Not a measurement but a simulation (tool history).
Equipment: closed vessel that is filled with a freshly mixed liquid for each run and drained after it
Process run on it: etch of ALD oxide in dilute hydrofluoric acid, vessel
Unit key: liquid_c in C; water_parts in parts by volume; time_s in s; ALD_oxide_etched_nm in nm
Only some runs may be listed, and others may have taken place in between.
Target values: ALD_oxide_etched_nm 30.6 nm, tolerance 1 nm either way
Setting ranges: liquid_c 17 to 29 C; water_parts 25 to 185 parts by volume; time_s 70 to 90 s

run    day  liquid_c  water_parts  time_s  ALD_oxide_etched_nm
  1      0        21          105      90               25.569
  2  0.217      22.5          105      90                27.15
  3  0.296      23.5          105      90               28.787
  4  0.379      23.5          120      90               24.618
  5  0.621        25          120      90               26.002
  6  0.962        25          135      90               22.892
  7  1.288        26          130      90               25.177
  8  1.417        27          130      90               25.773
  9  1.542      27.5          125      90               27.172
 10  1.808        28          120      90               28.711

Exactly one of the 5 candidate moves below puts every result within its allowed miss. Which one?
  A  2.075        29          105      85                    ?
  B  2.075        29          120      90                    ?
  C  2.075        29          130      90                    ?
  D  2.075        27          100      85                    ?
  E  2.075        27          115      85                    ?

move  ALD_oxide_etched_nm
   A               33.509
   B               30.421
   C                27.71
   D               32.822
   E               27.989
A: the result that was furthest off in the last run now lies on the other side of its target
B: each result inside its tolerance
C: misses by more than the last run did
D: the result that was furthest off in the last run now lies on the other side of its target
E: misses by more than the last run did
So the answer is move B, the one that meets all the targets.
